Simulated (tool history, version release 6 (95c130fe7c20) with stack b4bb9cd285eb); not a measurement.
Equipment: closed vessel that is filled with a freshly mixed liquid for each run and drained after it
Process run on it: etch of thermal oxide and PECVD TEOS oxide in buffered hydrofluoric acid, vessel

run  hour  temperature setpoint of the liquid (C)  parts of 40 % ammonium fluoride to one part of 49 % hydrofluoric acid (parts by volume)  time in the liquid (s)  thickness taken off the thermal oxide on a monitor wafer (Å)  thickness taken off the PECVD TEOS oxide on a monitor wafer (Å)
  1   0.0                                    25.0                                                                                     16.0                      60                                                        391.43                                                           886.04
  2   3.1                                    23.0                                                                                     18.5                      60                                                        308.47                                                           671.90
  3   9.7                                    23.0                                                                                     18.5                      80                                                        410.92                                                           896.25
  4  13.8                                    20.0                                                                                     18.5                      80                                                        347.06                                                           776.76
  5  22.5                                    19.5                                                                                     20.5                      75                                                        297.33                                                           644.42
  6  27.2                                    22.0                                                                                     20.5                      75                                                        335.68                                                           741.89
  7  28.1                                    21.0                                                                                     22.0                      70                                                        283.07                                                           626.37
  8  31.8                                    17.0                                                                                     26.5                      40                                                        113.49                                                           250.16
  9  39.2                                    17.5                                                                                     26.5                      40                                                        117.37                                                           260.80
 10  40.5                                    17.5                                                                                     26.5                      40                                                        116.53                                                           255.03

The next listed run, before its measurement:
 11  46.8                                    18.0                                                                                     26.5                      40                                                             ?                                                                ?

thickness taken off the thermal oxide on a monitor wafer (Å): 120.61
thickness taken off the PECVD TEOS oxide on a monitor wafer (Å): 268.10
